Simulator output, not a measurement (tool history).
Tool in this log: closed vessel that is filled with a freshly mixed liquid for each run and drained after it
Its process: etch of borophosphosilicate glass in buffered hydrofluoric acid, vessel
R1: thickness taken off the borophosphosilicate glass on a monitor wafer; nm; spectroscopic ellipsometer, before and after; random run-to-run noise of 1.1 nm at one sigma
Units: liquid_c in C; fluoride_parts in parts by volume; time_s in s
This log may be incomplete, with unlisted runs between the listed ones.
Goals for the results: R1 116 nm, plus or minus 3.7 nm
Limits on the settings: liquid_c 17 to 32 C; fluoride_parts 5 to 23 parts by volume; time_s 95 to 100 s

{"run": 1, "hour": 0.0, "liquid_c": 24, "fluoride_parts": 14, "time_s": 95, "R1": 197.89}
{"run": 2, "hour": 5.7, "liquid_c": 23, "fluoride_parts": 14.5, "time_s": 95, "R1": 186.64}
{"run": 3, "hour": 9.1, "liquid_c": 23, "fluoride_parts": 16.5, "time_s": 95, "R1": 162.18}
{"run": 4, "hour": 18.0, "liquid_c": 22, "fluoride_parts": 16.5, "time_s": 95, "R1": 152.88}
{"run": 5, "hour": 19.3, "liquid_c": 20.5, "fluoride_parts": 16.5, "time_s": 95, "R1": 141.42}
{"run": 6, "hour": 21.1, "liquid_c": 18.5, "fluoride_parts": 16.5, "time_s": 95, "R1": 126.4}
{"run": 7, "hour": 24.8, "liquid_c": 18, "fluoride_parts": 16.5, "time_s": 95, "R1": 125.58}
{"run": 8, "hour": 29.5, "liquid_c": 18, "fluoride_parts": 16.5, "time_s": 95, "R1": 124.37}

Exactly one of the 4 candidate moves below puts every result within its allowed miss. Which one?
{"run": "A", "hour": 34.2, "liquid_c": 18, "fluoride_parts": 16.5, "time_s": 100, "R1": "?"}
{"run": "B", "hour": 34.2, "liquid_c": 17, "fluoride_parts": 16, "time_s": 100, "R1": "?"}
{"run": "C", "hour": 34.2, "liquid_c": 17.5, "fluoride_parts": 18, "time_s": 100, "R1": "?"}
{"run": "D", "hour": 34.2, "liquid_c": 17, "fluoride_parts": 15.5, "time_s": 95, "R1": "?"}

move=A R1=129.06
move=B R1=125.77
move=C R1=115.11
move=D R1=123.3
A: its largest miss is bigger than the last run's
B: its largest miss is bigger than the last run's
C: every result lands within tolerance
D: moves toward the targets from the last run without getting all of them in spec
Go with C: it meets all targets.

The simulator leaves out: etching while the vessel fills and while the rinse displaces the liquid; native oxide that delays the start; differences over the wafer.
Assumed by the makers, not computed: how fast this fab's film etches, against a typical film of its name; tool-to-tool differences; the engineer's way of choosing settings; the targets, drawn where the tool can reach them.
